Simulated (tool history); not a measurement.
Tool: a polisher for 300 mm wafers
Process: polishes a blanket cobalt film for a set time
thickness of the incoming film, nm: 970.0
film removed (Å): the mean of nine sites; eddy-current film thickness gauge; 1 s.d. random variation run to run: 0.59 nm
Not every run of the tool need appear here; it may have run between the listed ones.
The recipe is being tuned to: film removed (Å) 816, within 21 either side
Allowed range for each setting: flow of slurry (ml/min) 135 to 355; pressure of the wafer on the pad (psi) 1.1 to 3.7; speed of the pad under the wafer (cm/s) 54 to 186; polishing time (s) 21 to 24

run,hour,flow of slurry (ml/min),pressure of the wafer on the pad (psi),speed of the pad under the wafer (cm/s),polishing time (s),film removed (Å)
1,0,225,2.4,118,24,1592.7
2,0.9,225,2.4,144,24,1925.3
3,4.2,190,2.4,144,24,1876.6
4,11.1,190,2.4,144,21,1653.2
5,14.6,190,2.4,144,21,1630.3
6,17.4,185,2.2,142,21,1485.3
7,24.9,180,2,140,21,1335.8
8,33.4,175,1.9,138,21,1251.9
9,34.1,160,1.3,126,21,771.47
10,38,165,1.3,126,21,781.01
# hour 38.8: worn pad replaced by a new one
11,38.8,170,1.3,126,21,856.22
12,47.8,160,1.3,126,21,847.14
13,56.4,160,1.2,126,21,773.17
14,61.1,185,1.3,126,21,876.13
15,69.5,185,1.3,126,21,860.29
16,74.8,180,1.3,126,21,880.69

Consider the 5 candidate settings below. Which is the only one whose results all fall within their allowed miss of target?
A,80.1,195,1.9,74,24,?
B,80.1,200,1.2,126,23,?
C,80.1,185,1.2,138,21,?
D,80.1,175,1.3,116,23,?
E,80.1,135,1.1,142,22,?

move,film removed (Å)
A,887.26
B,890.98
C,874.46
D,871.4
E,814.43
A: misses by more than the last run did
B: misses by more than the last run did
C: closer than the last run, but not yet in spec
D: closer than the last run, but not yet in spec
E: all results in spec
Answer: E
